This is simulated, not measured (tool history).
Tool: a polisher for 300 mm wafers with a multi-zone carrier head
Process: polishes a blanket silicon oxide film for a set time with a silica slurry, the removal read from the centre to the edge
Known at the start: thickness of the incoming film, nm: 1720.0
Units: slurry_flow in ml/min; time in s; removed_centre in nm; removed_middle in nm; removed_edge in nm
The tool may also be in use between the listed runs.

Run 1, hour 0.0: slurry_flow 180 ml/min, centre_zone 1.00, middle_zone 1.00, edge_zone 1.00, slurry_solids 1.00, time 46 s. Result: removed_centre 107.170 nm, removed_middle 119.510 nm, removed_edge 121.860 nm.
Run 2, hour 3.7: slurry_flow 185 ml/min, centre_zone 1.03, middle_zone 1.00, edge_zone 0.97, slurry_solids 0.90, time 43 s. Result: removed_centre 98.434 nm, removed_middle 105.620 nm, removed_edge 102.390 nm.
Run 3, hour 5.7: slurry_flow 185 ml/min, centre_zone 1.03, middle_zone 1.00, edge_zone 0.97, slurry_solids 0.90, time 34 s. Result: removed_centre 78.371 nm, removed_middle 82.584 nm, removed_edge 81.678 nm.
Run 4, hour 14.4: slurry_flow 185 ml/min, centre_zone 1.03, middle_zone 1.00, edge_zone 0.97, slurry_solids 0.90, time 40 s. Result: removed_centre 88.420 nm, removed_middle 97.746 nm, removed_edge 97.741 nm.
Run 5, hour 18.3: slurry_flow 185 ml/min, centre_zone 1.08, middle_zone 1.00, edge_zone 0.97, slurry_solids 0.90, time 40 s. Result: removed_centre 95.430 nm, removed_middle 98.064 nm, removed_edge 97.117 nm.
Run 6, hour 27.2: slurry_flow 205 ml/min, centre_zone 1.08, middle_zone 1.00, edge_zone 0.97, slurry_solids 0.90, time 40 s. Result: removed_centre 97.780 nm, removed_middle 100.120 nm, removed_edge 96.549 nm.
Run 7, hour 30.0: slurry_flow 255 ml/min, centre_zone 1.10, middle_zone 0.91, edge_zone 0.87, slurry_solids 0.65, time 27 s. Result: removed_centre 53.168 nm, removed_middle 49.832 nm, removed_edge 49.194 nm.
Run 8, hour 38.9: slurry_flow 260 ml/min, centre_zone 1.12, middle_zone 0.93, edge_zone 0.88, slurry_solids 0.65, time 27 s. Result: removed_centre 54.014 nm, removed_middle 50.139 nm, removed_edge 50.406 nm.
Run 9, hour 41.5: slurry_flow 255 ml/min, centre_zone 1.13, middle_zone 0.95, edge_zone 0.87, slurry_solids 0.70, time 27 s. Result: removed_centre 58.602 nm, removed_middle 54.242 nm, removed_edge 52.566 nm.
Run 10, hour 42.2: slurry_flow 255 ml/min, centre_zone 1.14, middle_zone 0.97, edge_zone 0.87, slurry_solids 0.70, time 27 s. Result: removed_centre 57.701 nm, removed_middle 56.037 nm, removed_edge 53.472 nm.
Run 11, hour 48.9: slurry_flow 255 ml/min, centre_zone 1.15, middle_zone 0.97, edge_zone 0.86, slurry_solids 0.75, time 27 s. Result: removed_centre 62.271 nm, removed_middle 59.144 nm, removed_edge 55.281 nm.
Run 12, hour 50.1: slurry_flow 255 ml/min, centre_zone 1.16, middle_zone 0.97, edge_zone 0.86, slurry_solids 0.75, time 27 s. Result: removed_centre 62.597 nm, removed_middle 59.122 nm, removed_edge 55.563 nm.
Run 13, hour 56.7: slurry_flow 255 ml/min, centre_zone 1.17, middle_zone 0.97, edge_zone 0.86, slurry_solids 0.75, time 27 s. Result: removed_centre 62.839 nm, removed_middle 58.592 nm, removed_edge 56.160 nm.
Run 14, hour 59.6: slurry_flow 255 ml/min, centre_zone 1.17, middle_zone 0.97, edge_zone 0.86, slurry_solids 0.75, time 27 s. Result: removed_centre 63.175 nm, removed_middle 58.998 nm, removed_edge 55.899 nm.

Forecast run 15:
Run 15, hour 60.3: slurry_flow 260 ml/min, centre_zone 1.17, middle_zone 0.97, edge_zone 0.85, slurry_solids 0.75, time 27 s. Result: removed_centre ?, removed_middle ?, removed_edge ?.

Run 15 gave removed_centre 62.838 nm, removed_middle 58.850 nm, removed_edge 55.239 nm.
